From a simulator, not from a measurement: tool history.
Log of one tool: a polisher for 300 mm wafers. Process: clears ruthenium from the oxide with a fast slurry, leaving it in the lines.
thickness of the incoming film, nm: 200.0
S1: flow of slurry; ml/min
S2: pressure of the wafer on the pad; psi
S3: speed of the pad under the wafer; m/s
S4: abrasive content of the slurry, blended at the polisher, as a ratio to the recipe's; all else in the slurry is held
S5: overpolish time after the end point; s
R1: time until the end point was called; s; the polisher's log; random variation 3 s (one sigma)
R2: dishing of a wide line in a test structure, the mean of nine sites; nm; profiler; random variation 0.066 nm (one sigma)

{"run": 1, "hour": 0.0, "S1": 130, "S2": 2.9, "S3": 1.08, "S4": 1, "S5": 15, "R1": 50.493, "R2": 45.234}
{"run": 2, "hour": 1.9, "S1": 120, "S2": 2.5, "S3": 0.94, "S4": 0.9, "S5": 12, "R1": 72.237, "R2": 27.995}
{"run": 3, "hour": 4.1, "S1": 120, "S2": 3, "S3": 0.94, "S4": 0.9, "S5": 12, "R1": 61.169, "R2": 32.807}
{"run": 4, "hour": 7.3, "S1": 110, "S2": 2.6, "S3": 0.84, "S4": 0.8, "S5": 10, "R1": 83.293, "R2": 20.214}
{"run": 5, "hour": 10.0, "S1": 110, "S2": 3.2, "S3": 0.84, "S4": 0.8, "S5": 10, "R1": 71.028, "R2": 25.351}
{"run": 6, "hour": 11.2, "S1": 110, "S2": 3.2, "S3": 0.62, "S4": 0.8, "S5": 10, "R1": 98.45, "R2": 19.03}
{"run": 7, "hour": 15.7, "S1": 105, "S2": 2.8, "S3": 0.62, "S4": 0.75, "S5": 9, "R1": 113.99, "R2": 14.872}
{"run": 8, "hour": 22.9, "S1": 105, "S2": 2.8, "S3": 0.62, "S4": 0.75, "S5": 9, "R1": 112.07, "R2": 14.583}
{"run": 9, "hour": 30.5, "S1": 100, "S2": 2.5, "S3": 0.62, "S4": 0.7, "S5": 8, "R1": 137.35, "R2": 11.162}
{"run": 10, "hour": 33.1, "S1": 95, "S2": 2.2, "S3": 0.68, "S4": 0.65, "S5": 7, "R1": 146.9, "R2": 8.6789}
{"run": 11, "hour": 41.2, "S1": 90, "S2": 2, "S3": 0.74, "S4": 0.6, "S5": 6, "R1": 161.88, "R2": 7.0893}
{"run": 12, "hour": 42.3, "S1": 90, "S2": 1.8, "S3": 0.82, "S4": 0.6, "S5": 6, "R1": 164.64, "R2": 6.9665}
{"run": 13, "hour": 45.6, "S1": 90, "S2": 1.7, "S3": 0.88, "S4": 0.6, "S5": 6, "R1": 163.07, "R2": 6.8623}
{"run": 14, "hour": 50.7, "S1": 90, "S2": 1.6, "S3": 0.94, "S4": 0.6, "S5": 6, "R1": 157.18, "R2": 7.1375}

Forecast run 15:
{"run": 15, "hour": 56.5, "S1": 90, "S2": 1.5, "S3": 0.96, "S4": 0.6, "S5": 6, "R1": "?", "R2": "?"}

Run 15 gave R1 163.59 s, R2 6.9422 nm.
